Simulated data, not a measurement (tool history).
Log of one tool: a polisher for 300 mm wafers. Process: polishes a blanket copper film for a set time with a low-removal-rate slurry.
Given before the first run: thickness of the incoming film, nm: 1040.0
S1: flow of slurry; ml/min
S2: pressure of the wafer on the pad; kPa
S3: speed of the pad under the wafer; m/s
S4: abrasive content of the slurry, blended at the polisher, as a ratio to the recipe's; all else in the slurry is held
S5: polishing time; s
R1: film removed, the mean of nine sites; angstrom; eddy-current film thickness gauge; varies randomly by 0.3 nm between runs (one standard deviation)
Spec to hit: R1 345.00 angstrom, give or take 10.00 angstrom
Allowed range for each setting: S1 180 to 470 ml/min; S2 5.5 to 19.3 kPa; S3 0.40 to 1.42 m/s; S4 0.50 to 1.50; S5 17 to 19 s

| run | hour | S1 | S2 | S3 | S4 | S5 | R1 |
|---|---|---|---|---|---|---|---|
| 1 | 0.0 | 300 | 12.4 | 0.90 | 1.00 | 19 | 227.23 |
| 2 | 6.0 | 300 | 12.4 | 0.90 | 1.00 | 17 | 202.64 |
| 3 | 7.0 | 300 | 14.5 | 0.90 | 1.00 | 17 | 236.56 |
| 4 | 10.7 | 300 | 14.5 | 0.90 | 1.15 | 17 | 245.92 |
| 5 | 14.7 | 300 | 13.1 | 0.90 | 1.15 | 17 | 222.86 |
| 6 | 21.0 | 300 | 13.1 | 0.70 | 1.15 | 17 | 174.91 |
|  | 26.6 | head pressure recalibrated |
| 7 | 26.6 | 300 | 15.2 | 0.76 | 1.15 | 17 | 246.62 |
| 8 | 32.1 | 300 | 15.9 | 0.76 | 1.15 | 17 | 252.55 |
| 9 | 37.5 | 300 | 16.5 | 0.76 | 1.15 | 17 | 263.77 |

Next run, 4 choices. One meets every target within its allowed miss, the rest don't. Which?
| A | 42.9 | 330 | 15.9 | 0.56 | 1.05 | 17 | ? |
| B | 42.9 | 265 | 18.6 | 0.80 | 1.10 | 19 | ? |
| C | 42.9 | 305 | 15.9 | 0.64 | 1.20 | 17 | ? |
| D | 42.9 | 325 | 13.8 | 0.78 | 0.95 | 18 | ? |

| move | R1 |
|---|---|
| A | 189.37 |
| B | 346.34 |
| C | 220.74 |
| D | 234.55 |
A: moves away from the targets compared with the last run
B: all results in spec
C: moves away from the targets compared with the last run
D: moves away from the targets compared with the last run
So the answer is move B, the one that meets all the targets.

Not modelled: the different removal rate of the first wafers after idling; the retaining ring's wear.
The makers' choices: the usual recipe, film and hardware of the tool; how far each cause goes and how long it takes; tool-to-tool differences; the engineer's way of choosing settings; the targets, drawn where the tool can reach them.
